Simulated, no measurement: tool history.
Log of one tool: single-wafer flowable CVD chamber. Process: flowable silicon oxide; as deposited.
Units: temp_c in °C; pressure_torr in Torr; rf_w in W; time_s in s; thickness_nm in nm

Run 1, day 0.000: temp_c 105 °C, pressure_torr 0.718 Torr, rf_w 1985 W, time_s 682 s. Result: thickness_nm 276.36 nm.
Run 2, day 0.225: temp_c 105 °C, pressure_torr 0.792 Torr, rf_w 1985 W, time_s 682 s. Result: thickness_nm 303.75 nm.
Run 3, day 0.512: temp_c 105 °C, pressure_torr 0.792 Torr, rf_w 1745 W, time_s 682 s. Result: thickness_nm 293.20 nm.
Run 4, day 0.567: temp_c 105 °C, pressure_torr 0.792 Torr, rf_w 1480 W, time_s 682 s. Result: thickness_nm 276.57 nm.
Run 5, day 0.717: temp_c 102 °C, pressure_torr 0.793 Torr, rf_w 1480 W, time_s 682 s. Result: thickness_nm 312.15 nm.
Run 6, day 0.842: temp_c 100 °C, pressure_torr 0.793 Torr, rf_w 1480 W, time_s 682 s. Result: thickness_nm 337.43 nm.
Run 7, day 1.029: temp_c 99 °C, pressure_torr 0.793 Torr, rf_w 1480 W, time_s 682 s. Result: thickness_nm 348.81 nm.

Forecast run 8:
Run 8, day 1.092: temp_c 98 °C, pressure_torr 0.793 Torr, rf_w 1480 W, time_s 682 s. Result: thickness_nm ?.

thickness_nm: 361.99 nm
